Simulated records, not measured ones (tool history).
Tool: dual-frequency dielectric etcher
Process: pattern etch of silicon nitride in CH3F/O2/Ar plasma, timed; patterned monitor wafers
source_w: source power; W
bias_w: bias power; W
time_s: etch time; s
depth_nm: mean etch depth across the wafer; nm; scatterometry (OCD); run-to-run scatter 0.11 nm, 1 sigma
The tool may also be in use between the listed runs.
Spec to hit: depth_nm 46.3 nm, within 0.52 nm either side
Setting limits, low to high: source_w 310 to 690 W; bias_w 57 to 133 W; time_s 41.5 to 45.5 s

run,hour,source_w,bias_w,time_s,depth_nm
1,0,500,95,45.5,40.68
2,9,500,95,45.5,40.673
3,14.6,450,95,45.5,39.3
4,17.3,490,96,45.5,40.55
5,23.4,490,96,41.5,37.071
6,25.7,410,96,41.5,35.057
7,33.2,450,98,41.5,36.268
8,38,490,101,41.5,37.661
9,40.5,520,105,41.5,38.826
10,46.3,550,109,41.5,39.93
11,52.7,570,112,41.5,40.805
12,60.4,590,115,41.5,41.679
13,67.8,610,118,41.5,42.51
14,73.1,620,120,41.5,42.789
15,81.3,630,122,41.5,43.288
16,86.8,640,124,41.5,43.89
17,90.5,690,130,41.5,45.614

Which single option among these 5 for the next run brings every result within its allowed miss of target? Just one does.
A,94.2,690,99,44.5,?
B,94.2,690,123,44,?
C,94.2,530,133,44.5,?
D,94.2,670,127,43,?
E,94.2,630,104,45,?

move,depth_nm
A,44.824
B,47.612
C,45.498
D,46.595
E,44.711
A: moves away from the targets compared with the last run
B: pushes the last run's worst result past its target
C: moves away from the targets compared with the last run
D: every result lands within tolerance
E: moves away from the targets compared with the last run
The move that meets every target is D.
